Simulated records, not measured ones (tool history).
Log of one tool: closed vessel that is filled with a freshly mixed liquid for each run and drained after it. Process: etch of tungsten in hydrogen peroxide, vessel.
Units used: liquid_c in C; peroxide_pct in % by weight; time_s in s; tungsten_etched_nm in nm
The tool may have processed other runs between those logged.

| run | hour | liquid_c | peroxide_pct | time_s | tungsten_etched_nm |
|---|---|---|---|---|---|
| 1 | 0 | 45 | 15.5 | 95 | 82.336 |
| 2 | 8.2 | 45 | 17 | 95 | 86.909 |
| 3 | 12.9 | 40.5 | 17 | 95 | 64.847 |
| 4 | 17.4 | 40.5 | 15 | 95 | 61.147 |
| 5 | 19 | 43 | 15 | 95 | 71.323 |
| 6 | 25.5 | 45 | 15 | 95 | 81.346 |

Run 7 comes next. What will it give?
| 7 | 29.6 | 53 | 15 | 95 | ? |

Run 7 yielded tungsten_etched_nm 131.32 nm.
